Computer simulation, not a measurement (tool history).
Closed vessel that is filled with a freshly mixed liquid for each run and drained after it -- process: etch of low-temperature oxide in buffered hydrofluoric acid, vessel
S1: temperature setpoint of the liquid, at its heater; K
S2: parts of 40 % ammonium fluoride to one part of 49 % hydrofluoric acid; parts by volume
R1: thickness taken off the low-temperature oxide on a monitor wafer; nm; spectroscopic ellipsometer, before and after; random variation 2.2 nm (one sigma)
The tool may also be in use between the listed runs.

{"run": 1, "day": 0.0, "S1": 295.15, "S2": 12, "time in the liquid (s)": 100, "R1": 445.39}
{"run": 2, "day": 0.1, "S1": 294.15, "S2": 12, "time in the liquid (s)": 100, "R1": 421.99}
{"run": 3, "day": 0.404, "S1": 294.15, "S2": 13.5, "time in the liquid (s)": 100, "R1": 372.85}
{"run": 4, "day": 0.721, "S1": 293.65, "S2": 13.5, "time in the liquid (s)": 100, "R1": 364.65}
{"run": 5, "day": 0.775, "S1": 295.15, "S2": 13.5, "time in the liquid (s)": 100, "R1": 392.64}
{"run": 6, "day": 0.817, "S1": 294.65, "S2": 13.5, "time in the liquid (s)": 100, "R1": 385.45}
{"run": 7, "day": 0.992, "S1": 294.15, "S2": 13.5, "time in the liquid (s)": 100, "R1": 372.68}
{"run": 8, "day": 1.3, "S1": 293.65, "S2": 13.5, "time in the liquid (s)": 100, "R1": 367.26}

What will run 9 give?
{"run": 9, "day": 1.588, "S1": 293.65, "S2": 13.5, "time in the liquid (s)": 100, "R1": "?"}

Run 9 measured R1 360.6 nm.

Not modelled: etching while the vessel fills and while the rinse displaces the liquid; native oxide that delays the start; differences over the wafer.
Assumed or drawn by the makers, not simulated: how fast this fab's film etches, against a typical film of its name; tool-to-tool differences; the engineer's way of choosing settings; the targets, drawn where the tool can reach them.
